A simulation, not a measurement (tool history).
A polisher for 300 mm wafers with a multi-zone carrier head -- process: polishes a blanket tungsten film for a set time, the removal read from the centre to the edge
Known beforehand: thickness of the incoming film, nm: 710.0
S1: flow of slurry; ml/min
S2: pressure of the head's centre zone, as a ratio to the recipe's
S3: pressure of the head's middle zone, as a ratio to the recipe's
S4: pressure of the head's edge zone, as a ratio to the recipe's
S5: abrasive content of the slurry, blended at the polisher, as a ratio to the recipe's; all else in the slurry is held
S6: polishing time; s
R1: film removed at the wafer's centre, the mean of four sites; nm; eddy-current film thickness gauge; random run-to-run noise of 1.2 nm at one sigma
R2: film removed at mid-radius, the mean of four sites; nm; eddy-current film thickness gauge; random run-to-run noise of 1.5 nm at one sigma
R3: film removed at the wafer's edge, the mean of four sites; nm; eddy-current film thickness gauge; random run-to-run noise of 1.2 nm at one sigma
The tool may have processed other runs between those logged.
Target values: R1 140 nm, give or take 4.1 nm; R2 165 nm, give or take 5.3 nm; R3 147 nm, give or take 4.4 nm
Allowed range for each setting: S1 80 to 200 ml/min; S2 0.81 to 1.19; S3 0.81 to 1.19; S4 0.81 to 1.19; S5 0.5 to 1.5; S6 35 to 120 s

run 1 hour=0 | S1=130 S2=1 S3=1 S4=1 S5=1 S6=77 | R1=220.04 R2=208.03 R3=201.13
run 2 hour=2 | S1=120 S2=0.96 S3=1.01 S4=0.97 S5=0.9 S6=76 | R1=198.55 R2=196.84 R3=184.94
run 3 hour=10.3 | S1=120 S2=0.96 S3=0.95 S4=0.97 S5=0.9 S6=76 | R1=200.98 R2=190.25 R3=186.58
run 4 hour=15.4 | S1=120 S2=0.96 S3=0.91 S4=0.97 S5=0.9 S6=76 | R1=199.34 R2=180.62 R3=186.78
run 5 hour=22.2 | S1=115 S2=0.93 S3=0.93 S4=0.96 S5=0.8 S6=75 | R1=185.43 R2=173.67 R3=176.68
run 6 hour=30.1 | S1=110 S2=0.9 S3=0.96 S4=0.95 S5=0.75 S6=74 | R1=170.13 R2=170.44 R3=167.47
run 7 hour=36.2 | S1=110 S2=0.9 S3=0.96 S4=0.95 S5=0.75 S6=74 | R1=170.37 R2=171.14 R3=167.26
run 8 hour=42.4 | S1=105 S2=0.88 S3=0.97 S4=0.94 S5=0.75 S6=74 | R1=165.13 R2=169.74 R3=164.64
run 9 hour=45.1 | S1=100 S2=0.86 S3=0.99 S4=0.93 S5=0.75 S6=74 | R1=160.22 R2=171.82 R3=163.53
run 10 hour=49.4 | S1=95 S2=0.85 S3=1 S4=0.92 S5=0.7 S6=74 | R1=152.07 R2=164.48 R3=156.93
run 11 hour=55.7 | S1=95 S2=0.84 S3=1.01 S4=0.91 S5=0.7 S6=74 | R1=150.31 R2=166.62 R3=156.73
run 12 hour=62.8 | S1=95 S2=0.83 S3=1.02 S4=0.9 S5=0.7 S6=74 | R1=148.78 R2=168.48 R3=155.65
run 13 hour=70.2 | S1=95 S2=0.83 S3=1.03 S4=0.89 S5=0.7 S6=74 | R1=150.37 R2=169.21 R3=153.62
run 14 hour=73.5 | S1=80 S2=0.81 S3=1.06 S4=0.89 S5=0.6 S6=73 | R1=128.19 R2=153.15 R3=139.53
run 15 hour=75.8 | S1=85 S2=0.81 S3=1.06 S4=0.89 S5=0.6 S6=73 | R1=132.09 R2=159.48 R3=142.13
run 16 hour=77.3 | S1=90 S2=0.81 S3=1.06 S4=0.89 S5=0.6 S6=73 | R1=134.02 R2=160.56 R3=142.96
-- hour=82.3 centre zone pressure recalibrated
run 17 hour=82.3 | S1=95 S2=0.81 S3=1.05 S4=0.9 S5=0.6 S6=73 | R1=127.86 R2=161.64 R3=147.03
run 18 hour=88.4 | S1=95 S2=0.82 S3=1.05 S4=0.9 S5=0.6 S6=73 | R1=129.57 R2=162 R3=145.49
run 19 hour=94.7 | S1=120 S2=0.86 S3=1.03 S4=0.89 S5=0.6 S6=73 | R1=144.3 R2=170.99 R3=152.89
run 20 hour=96.3 | S1=115 S2=0.86 S3=1.03 S4=0.89 S5=0.6 S6=73 | R1=141.28 R2=172.18 R3=150.6

5 next moves are on the table. One of them brings every result within its allowed miss. Which?
run A hour=97.9 | S1=90 S2=0.93 S3=1.01 S4=1.04 S5=0.8 S6=69 | R1=? R2=? R3=?
run B hour=97.9 | S1=150 S2=0.85 S3=1.06 S4=0.86 S5=0.5 S6=74 | R1=? R2=? R3=?
run C hour=97.9 | S1=105 S2=0.91 S3=1.13 S4=0.84 S5=0.5 S6=80 | R1=? R2=? R3=?
run D hour=97.9 | S1=130 S2=0.89 S3=1.04 S4=0.91 S5=0.65 S6=67 | R1=? R2=? R3=?
run E hour=97.9 | S1=115 S2=0.84 S3=1.09 S4=0.92 S5=0.65 S6=72 | R1=? R2=? R3=?

move=A R1=142.33 R2=156.04 R3=160
move=B R1=147.03 R2=175.72 R3=151.13
move=C R1=150.89 R2=183.38 R3=151.68
move=D R1=143.32 R2=163.64 R3=148.17
move=E R1=142.45 R2=177.37 R3=156.44
A: carries the result that was furthest off beyond its target, to the other side
B: further off than the last run
C: further off than the last run
D: in spec on every target
E: further off than the last run
D is the move that brings every result within its allowed miss.

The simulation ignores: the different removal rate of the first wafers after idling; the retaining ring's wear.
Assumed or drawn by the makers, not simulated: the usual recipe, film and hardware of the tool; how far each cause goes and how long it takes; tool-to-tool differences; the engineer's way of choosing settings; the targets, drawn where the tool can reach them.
